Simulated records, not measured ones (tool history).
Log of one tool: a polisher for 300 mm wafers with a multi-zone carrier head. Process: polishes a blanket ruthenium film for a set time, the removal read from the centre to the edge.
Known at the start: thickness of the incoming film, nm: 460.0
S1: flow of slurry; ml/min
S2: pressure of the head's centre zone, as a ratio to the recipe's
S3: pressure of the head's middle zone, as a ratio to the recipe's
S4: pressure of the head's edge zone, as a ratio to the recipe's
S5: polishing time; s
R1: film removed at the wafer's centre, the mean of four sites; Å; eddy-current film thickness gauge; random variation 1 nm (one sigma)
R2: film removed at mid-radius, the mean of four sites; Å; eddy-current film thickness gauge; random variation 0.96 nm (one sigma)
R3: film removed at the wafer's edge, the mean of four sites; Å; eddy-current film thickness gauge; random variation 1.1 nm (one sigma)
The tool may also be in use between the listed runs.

run	hour	S1	S2	S3	S4	S5	R1	R2	R3
1	0.0	235	1.00	1.00	1.00	71	669.45	655.98	649.69
2	9.0	235	1.00	0.99	1.03	74	676.32	681.34	692.52
3	15.3	240	1.02	0.98	1.05	76	718.33	695.87	732.92
4	22.6	205	1.02	0.98	1.05	76	711.72	676.25	717.89
5	27.8	205	1.02	0.98	1.05	84	781.11	754.67	789.76
6	33.1	205	1.02	1.05	1.05	84	781.04	796.21	786.98
7	38.6	210	1.03	1.03	1.07	84	790.07	781.87	788.26
8	41.6	215	1.03	1.01	1.09	85	807.36	781.36	808.97
9	46.3	215	1.03	0.99	1.10	86	806.58	777.17	820.19

Run 10 comes next. What will it give?
10	55.0	215	1.03	0.98	1.11	87	?	?	?

{"run 10": {"R1": 818.28, "R2": 784.53, "R3": 828.73}}
